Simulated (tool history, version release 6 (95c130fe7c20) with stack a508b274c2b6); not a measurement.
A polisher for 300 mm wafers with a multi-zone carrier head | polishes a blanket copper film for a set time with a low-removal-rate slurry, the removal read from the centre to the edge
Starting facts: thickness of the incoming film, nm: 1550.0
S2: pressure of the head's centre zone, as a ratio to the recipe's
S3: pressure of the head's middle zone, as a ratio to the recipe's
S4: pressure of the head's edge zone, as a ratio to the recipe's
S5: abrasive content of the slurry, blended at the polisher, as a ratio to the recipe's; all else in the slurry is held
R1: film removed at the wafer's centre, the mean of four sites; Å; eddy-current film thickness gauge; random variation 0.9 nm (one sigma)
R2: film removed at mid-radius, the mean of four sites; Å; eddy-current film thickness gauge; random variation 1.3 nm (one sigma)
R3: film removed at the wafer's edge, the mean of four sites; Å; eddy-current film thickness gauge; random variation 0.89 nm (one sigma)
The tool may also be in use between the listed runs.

{"run": 1, "hour": 0.0, "flow of slurry (ml/min)": 305, "S2": 1.0, "S3": 1.0, "S4": 1.0, "S5": 1.0, "polishing time (s)": 63, "R1": 2014.2, "R2": 2091.1, "R3": 2042.3}
{"run": 2, "hour": 5.6, "flow of slurry (ml/min)": 355, "S2": 1.0, "S3": 1.0, "S4": 1.0, "S5": 1.0, "polishing time (s)": 63, "R1": 2027.6, "R2": 2107.4, "R3": 2059.0}
{"run": 3, "hour": 8.1, "flow of slurry (ml/min)": 355, "S2": 1.0, "S3": 1.0, "S4": 0.95, "S5": 1.0, "polishing time (s)": 63, "R1": 2054.8, "R2": 2110.9, "R3": 2025.2}
{"run": 4, "hour": 15.4, "flow of slurry (ml/min)": 420, "S2": 1.0, "S3": 1.0, "S4": 0.95, "S5": 1.0, "polishing time (s)": 63, "R1": 2083.1, "R2": 2138.1, "R3": 2046.0}
{"run": 5, "hour": 17.0, "flow of slurry (ml/min)": 420, "S2": 0.95, "S3": 1.0, "S4": 0.95, "S5": 1.0, "polishing time (s)": 63, "R1": 1995.7, "R2": 2154.8, "R3": 2024.2}
{"run": 6, "hour": 18.5, "flow of slurry (ml/min)": 420, "S2": 0.95, "S3": 1.0, "S4": 0.95, "S5": 1.0, "polishing time (s)": 70, "R1": 2197.7, "R2": 2352.0, "R3": 2228.0}
{"run": 7, "hour": 21.8, "flow of slurry (ml/min)": 420, "S2": 0.95, "S3": 1.0, "S4": 0.95, "S5": 1.0, "polishing time (s)": 70, "R1": 2202.6, "R2": 2383.4, "R3": 2241.3}
{"run": 8, "hour": 22.9, "flow of slurry (ml/min)": 335, "S2": 0.85, "S3": 0.9, "S4": 0.86, "S5": 0.75, "polishing time (s)": 52, "R1": 1327.7, "R2": 1446.7, "R3": 1460.1}
{"run": 9, "hour": 31.6, "flow of slurry (ml/min)": 325, "S2": 0.84, "S3": 0.88, "S4": 0.85, "S5": 0.7, "polishing time (s)": 51, "R1": 1257.8, "R2": 1345.0, "R3": 1371.1}
{"run": 10, "hour": 34.8, "flow of slurry (ml/min)": 325, "S2": 0.84, "S3": 0.88, "S4": 0.85, "S5": 0.7, "polishing time (s)": 51, "R1": 1235.9, "R2": 1365.1, "R3": 1382.8}
{"run": 11, "hour": 43.5, "flow of slurry (ml/min)": 310, "S2": 0.84, "S3": 0.86, "S4": 0.85, "S5": 0.65, "polishing time (s)": 51, "R1": 1190.4, "R2": 1275.3, "R3": 1339.8}
{"run": 12, "hour": 45.8, "flow of slurry (ml/min)": 290, "S2": 0.84, "S3": 0.85, "S4": 0.84, "S5": 0.65, "polishing time (s)": 51, "R1": 1180.8, "R2": 1234.6, "R3": 1313.1}
{"run": 13, "hour": 54.8, "flow of slurry (ml/min)": 275, "S2": 0.83, "S3": 0.85, "S4": 0.84, "S5": 0.65, "polishing time (s)": 51, "R1": 1168.7, "R2": 1276.9, "R3": 1307.5}

Run 14 comes next. What will it give?
{"run": 14, "hour": 57.3, "flow of slurry (ml/min)": 275, "S2": 0.83, "S3": 0.84, "S4": 0.84, "S5": 0.6, "polishing time (s)": 51, "R1": "?", "R2": "?", "R3": "?"}

Run 14 came out at R1 1132.8 Å, R2 1198.8 Å, R3 1271.8 Å.

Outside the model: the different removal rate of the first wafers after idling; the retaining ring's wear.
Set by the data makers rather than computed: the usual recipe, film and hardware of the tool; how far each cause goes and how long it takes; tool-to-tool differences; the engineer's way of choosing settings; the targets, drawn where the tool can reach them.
